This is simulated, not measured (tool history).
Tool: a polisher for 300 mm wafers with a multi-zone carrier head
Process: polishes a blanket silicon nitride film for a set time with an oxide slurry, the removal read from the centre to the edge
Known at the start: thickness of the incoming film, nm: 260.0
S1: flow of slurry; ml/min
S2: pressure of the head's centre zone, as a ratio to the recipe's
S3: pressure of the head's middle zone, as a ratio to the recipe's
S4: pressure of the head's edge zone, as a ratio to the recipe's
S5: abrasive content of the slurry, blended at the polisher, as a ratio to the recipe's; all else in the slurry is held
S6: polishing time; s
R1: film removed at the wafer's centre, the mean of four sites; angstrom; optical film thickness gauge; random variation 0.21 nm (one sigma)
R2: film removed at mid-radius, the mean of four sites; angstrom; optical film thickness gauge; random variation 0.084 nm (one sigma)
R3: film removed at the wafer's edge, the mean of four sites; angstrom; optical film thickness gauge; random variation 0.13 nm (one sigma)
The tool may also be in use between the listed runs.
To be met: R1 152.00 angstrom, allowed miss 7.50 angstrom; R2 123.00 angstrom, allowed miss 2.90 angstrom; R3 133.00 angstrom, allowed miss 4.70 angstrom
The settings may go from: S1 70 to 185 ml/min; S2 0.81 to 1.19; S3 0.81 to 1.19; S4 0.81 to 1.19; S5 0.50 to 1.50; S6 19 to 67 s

run,day,S1,S2,S3,S4,S5,S6,R1,R2,R3
1,0.000,120,1.00,1.00,1.00,1.00,43,254.31,250.86,252.89
2,0.154,120,1.00,1.00,1.00,0.90,43,247.66,240.47,235.92
3,0.446,120,0.96,1.00,1.00,0.90,43,239.78,239.16,238.12
4,0.517,120,0.96,1.08,1.00,0.90,43,236.06,257.29,231.64
5,0.875,145,0.96,1.08,1.00,0.90,43,249.16,265.17,243.63
6,1.183,135,0.97,1.01,0.97,0.80,39,208.10,214.53,199.95
7,1.533,105,1.07,0.91,1.03,0.55,30,134.26,111.76,124.22
8,1.646,115,1.08,0.91,1.03,0.55,30,137.43,114.87,122.62

Which of these 5 next moves meets every target?
A,1.758,135,1.16,0.96,0.92,0.60,28,?,?,?
B,1.758,145,0.99,0.99,0.88,0.60,29,?,?,?
C,1.758,180,1.03,1.02,1.00,0.65,26,?,?,?
D,1.758,110,0.96,0.95,1.00,0.55,33,?,?,?
E,1.758,135,1.05,0.86,0.93,0.75,27,?,?,?

move,R1,R2,R3
A,153.74,123.20,118.98
B,137.90,132.89,122.04
C,141.02,133.22,124.90
D,134.54,130.24,133.35
E,153.22,124.03,131.98
A: brings the result that was furthest off to its target, and leaves another outside
B: takes the result that was furthest off past its target
C: takes the result that was furthest off past its target
D: takes the result that was furthest off past its target
E: meets every target
Move E is the one to make.
